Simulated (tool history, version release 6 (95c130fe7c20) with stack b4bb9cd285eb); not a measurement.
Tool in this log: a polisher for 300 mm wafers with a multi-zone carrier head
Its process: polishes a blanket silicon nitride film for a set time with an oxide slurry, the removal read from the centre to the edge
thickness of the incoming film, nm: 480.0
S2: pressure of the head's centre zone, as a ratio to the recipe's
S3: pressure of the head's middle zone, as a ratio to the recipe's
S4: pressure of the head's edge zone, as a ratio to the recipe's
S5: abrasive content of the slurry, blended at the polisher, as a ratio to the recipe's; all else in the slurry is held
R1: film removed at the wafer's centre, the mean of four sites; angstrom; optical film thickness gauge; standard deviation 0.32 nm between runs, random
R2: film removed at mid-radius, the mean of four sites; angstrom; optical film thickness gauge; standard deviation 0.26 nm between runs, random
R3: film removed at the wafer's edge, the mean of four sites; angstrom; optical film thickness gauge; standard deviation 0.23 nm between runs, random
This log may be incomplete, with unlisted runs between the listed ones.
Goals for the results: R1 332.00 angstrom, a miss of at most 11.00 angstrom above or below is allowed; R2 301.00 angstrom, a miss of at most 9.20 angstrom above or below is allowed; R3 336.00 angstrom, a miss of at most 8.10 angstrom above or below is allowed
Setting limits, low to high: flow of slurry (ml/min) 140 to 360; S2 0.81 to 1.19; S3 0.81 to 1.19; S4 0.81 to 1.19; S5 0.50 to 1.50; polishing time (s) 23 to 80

Run 1, hour 0.0: flow of slurry (ml/min) 230, S2 1.00, S3 1.00, S4 1.00, S5 1.00, polishing time (s) 51. Result: R1 343.63 angstrom, R2 341.50 angstrom, R3 344.07 angstrom.
Run 2, hour 3.4: flow of slurry (ml/min) 230, S2 1.00, S3 1.00, S4 1.00, S5 1.15, polishing time (s) 51. Result: R1 371.72 angstrom, R2 370.25 angstrom, R3 380.46 angstrom.
Run 3, hour 4.8: flow of slurry (ml/min) 250, S2 1.00, S3 1.00, S4 1.00, S5 1.15, polishing time (s) 51. Result: R1 377.73 angstrom, R2 368.27 angstrom, R3 381.36 angstrom.
Run 4, hour 12.3: flow of slurry (ml/min) 250, S2 1.03, S3 1.00, S4 1.00, S5 1.15, polishing time (s) 51. Result: R1 388.26 angstrom, R2 364.59 angstrom, R3 377.08 angstrom.
Run 5, hour 15.5: flow of slurry (ml/min) 245, S2 1.02, S3 0.97, S4 0.98, S5 1.15, polishing time (s) 51. Result: R1 383.59 angstrom, R2 364.74 angstrom, R3 374.21 angstrom.
Run 6, hour 19.5: flow of slurry (ml/min) 245, S2 1.02, S3 0.97, S4 0.91, S5 1.15, polishing time (s) 51. Result: R1 378.30 angstrom, R2 360.30 angstrom, R3 363.62 angstrom.
Run 7, hour 24.0: flow of slurry (ml/min) 240, S2 1.01, S3 0.94, S4 0.91, S5 1.15, polishing time (s) 51. Result: R1 378.44 angstrom, R2 350.92 angstrom, R3 365.55 angstrom.
Run 8, hour 25.8: flow of slurry (ml/min) 235, S2 1.00, S3 0.92, S4 0.90, S5 1.15, polishing time (s) 51. Result: R1 373.72 angstrom, R2 343.60 angstrom, R3 361.47 angstrom.
Run 9, hour 32.8: flow of slurry (ml/min) 230, S2 0.99, S3 0.90, S4 0.89, S5 1.15, polishing time (s) 51. Result: R1 366.78 angstrom, R2 338.84 angstrom, R3 360.46 angstrom.
Run 10, hour 39.7: flow of slurry (ml/min) 225, S2 0.98, S3 0.88, S4 0.88, S5 1.15, polishing time (s) 51. Result: R1 361.59 angstrom, R2 331.28 angstrom, R3 361.89 angstrom.
Run 11, hour 46.2: flow of slurry (ml/min) 220, S2 0.98, S3 0.87, S4 0.87, S5 1.15, polishing time (s) 51. Result: R1 359.22 angstrom, R2 326.09 angstrom, R3 356.87 angstrom.
Run 12, hour 49.5: flow of slurry (ml/min) 210, S2 0.98, S3 0.86, S4 0.86, S5 1.15, polishing time (s) 51. Result: R1 358.64 angstrom, R2 320.31 angstrom, R3 352.87 angstrom.
Run 13, hour 58.1: flow of slurry (ml/min) 200, S2 0.97, S3 0.86, S4 0.85, S5 1.15, polishing time (s) 51. Result: R1 356.81 angstrom, R2 317.79 angstrom, R3 348.93 angstrom.
Run 14, hour 63.3: flow of slurry (ml/min) 170, S2 0.91, S3 0.83, S4 0.82, S5 1.10, polishing time (s) 51. Result: R1 312.98 angstrom, R2 291.27 angstrom, R3 323.33 angstrom.

Next run, 5 choices. One meets every target within its allowed miss, the rest don't. Which?
Run A, hour 68.5: flow of slurry (ml/min) 155, S2 0.96, S3 0.86, S4 0.86, S5 1.05, polishing time (s) 53. Result: R1 ?, R2 ?, R3 ?.
Run B, hour 68.5: flow of slurry (ml/min) 180, S2 1.05, S3 0.81, S4 0.89, S5 0.95, polishing time (s) 54. Result: R1 ?, R2 ?, R3 ?.
Run C, hour 68.5: flow of slurry (ml/min) 175, S2 1.02, S3 0.83, S4 0.82, S5 0.90, polishing time (s) 54. Result: R1 ?, R2 ?, R3 ?.
Run D, hour 68.5: flow of slurry (ml/min) 150, S2 1.09, S3 0.81, S4 0.85, S5 1.25, polishing time (s) 49. Result: R1 ?, R2 ?, R3 ?.
Run E, hour 68.5: flow of slurry (ml/min) 140, S2 1.06, S3 0.81, S4 0.82, S5 1.15, polishing time (s) 52. Result: R1 ?, R2 ?, R3 ?.

move      R1      R2      R3
   A  331.18  296.59  331.75
   B  355.23  280.33  330.99
   C  333.85  275.47  309.99
   D  367.33  282.32  331.39
   E  359.27  283.27  329.89
A: all results in spec
B: takes the biggest miss from the last run beyond its target
C: brings the result that was furthest off to its target, and leaves another outside
D: takes the biggest miss from the last run beyond its target
E: takes the biggest miss from the last run beyond its target
A meets every target.
